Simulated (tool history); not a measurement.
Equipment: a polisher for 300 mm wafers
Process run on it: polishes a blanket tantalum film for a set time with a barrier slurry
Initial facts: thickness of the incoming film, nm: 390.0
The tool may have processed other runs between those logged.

run,hour,flow of slurry (ml/min),pressure of the wafer on the pad (psi),speed of the pad under the wafer (cm/s),abrasive content of the slurry,polishing time (s),film removed (Å)
1,0,250,1.3,104,1,34,320.08
2,5.4,250,1.2,104,1,34,293.55
3,13.1,245,1.1,104,1,34,269.46
4,16.7,245,1.1,104,1,34,270.82
5,22.4,245,1.1,122,1,34,313.66
# hour 23.6: worn pad replaced by a new one
6,23.6,245,1.1,122,1,34,345.66
7,27.6,240,1,120,1,34,311.62
8,32.8,240,0.9,116,1,34,274.71

For run 9, what comes out?
9,41.3,240,0.9,116,1,34,?

film removed (Å): 270.52
